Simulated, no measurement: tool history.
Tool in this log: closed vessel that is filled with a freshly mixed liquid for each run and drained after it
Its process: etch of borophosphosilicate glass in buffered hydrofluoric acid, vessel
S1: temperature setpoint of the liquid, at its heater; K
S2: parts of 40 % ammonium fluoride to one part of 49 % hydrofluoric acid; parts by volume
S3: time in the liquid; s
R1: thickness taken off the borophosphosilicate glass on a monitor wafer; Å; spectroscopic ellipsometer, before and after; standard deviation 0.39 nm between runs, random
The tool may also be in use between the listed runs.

run,day,S1,S2,S3,R1
1,0,297.15,18,35,271.61
2,0.121,297.15,18,30,232.03
3,0.317,294.65,18,30,201.01
4,0.429,296.65,18,30,227.12
5,0.692,298.15,18,30,245.69
6,0.975,298.15,18,30,243.05

What will run 7 give?
# day 1.329: hydrofluoric acid flow meter replaced
7,1.329,298.15,18,30,?

R1: 270.59 Å

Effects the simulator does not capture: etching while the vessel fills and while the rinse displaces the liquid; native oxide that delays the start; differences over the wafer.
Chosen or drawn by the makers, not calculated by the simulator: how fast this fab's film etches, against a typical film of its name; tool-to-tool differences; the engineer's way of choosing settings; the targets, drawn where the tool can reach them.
